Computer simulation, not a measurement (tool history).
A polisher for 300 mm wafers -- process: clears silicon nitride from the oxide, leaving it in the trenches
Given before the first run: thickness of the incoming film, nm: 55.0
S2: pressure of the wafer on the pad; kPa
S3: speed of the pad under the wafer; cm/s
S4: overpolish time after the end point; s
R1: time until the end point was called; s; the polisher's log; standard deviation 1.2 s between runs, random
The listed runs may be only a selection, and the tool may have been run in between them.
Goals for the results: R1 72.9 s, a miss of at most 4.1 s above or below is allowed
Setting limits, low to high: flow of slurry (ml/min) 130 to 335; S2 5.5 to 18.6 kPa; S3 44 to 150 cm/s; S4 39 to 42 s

{"run": 1, "hour": 0.0, "flow of slurry (ml/min)": 215, "S2": 11.7, "S3": 96, "S4": 39, "R1": 99.379}
{"run": 2, "hour": 7.9, "flow of slurry (ml/min)": 215, "S2": 12.4, "S3": 96, "S4": 39, "R1": 97.58}
{"run": 3, "hour": 10.7, "flow of slurry (ml/min)": 215, "S2": 12.4, "S3": 96, "S4": 39, "R1": 94.929}
{"run": 4, "hour": 19.8, "flow of slurry (ml/min)": 215, "S2": 11, "S3": 96, "S4": 39, "R1": 106.88}
{"run": 5, "hour": 26.5, "flow of slurry (ml/min)": 215, "S2": 12.4, "S3": 98, "S4": 39, "R1": 92.711}
{"run": 6, "hour": 34.9, "flow of slurry (ml/min)": 190, "S2": 12.4, "S3": 98, "S4": 39, "R1": 96.986}
{"run": 7, "hour": 38.8, "flow of slurry (ml/min)": 200, "S2": 13.1, "S3": 98, "S4": 39, "R1": 90.713}
{"run": 8, "hour": 44.8, "flow of slurry (ml/min)": 210, "S2": 13.8, "S3": 98, "S4": 39, "R1": 84.892}
{"run": 9, "hour": 52.2, "flow of slurry (ml/min)": 215, "S2": 14.5, "S3": 98, "S4": 39, "R1": 81.076}

5 next moves are on the table. One of them brings every result within its allowed miss. Which?
{"run": "A", "hour": 59.6, "flow of slurry (ml/min)": 205, "S2": 14.5, "S3": 138, "S4": 42, "R1": "?"}
{"run": "B", "hour": 59.6, "flow of slurry (ml/min)": 185, "S2": 16.5, "S3": 116, "S4": 42, "R1": "?"}
{"run": "C", "hour": 59.6, "flow of slurry (ml/min)": 235, "S2": 16.5, "S3": 106, "S4": 39, "R1": "?"}
{"run": "D", "hour": 59.6, "flow of slurry (ml/min)": 270, "S2": 17.2, "S3": 108, "S4": 40, "R1": "?"}
{"run": "E", "hour": 59.6, "flow of slurry (ml/min)": 230, "S2": 15.9, "S3": 102, "S4": 39, "R1": "?"}

move=A R1=62.409
move=B R1=63.816
move=C R1=66.613
move=D R1=62.206
move=E R1=71.709
A: takes the biggest miss from the last run beyond its target
B: takes the biggest miss from the last run beyond its target
C: takes the biggest miss from the last run beyond its target
D: takes the biggest miss from the last run beyond its target
E: hits every target within its allowed miss
Go with E: it meets all targets.
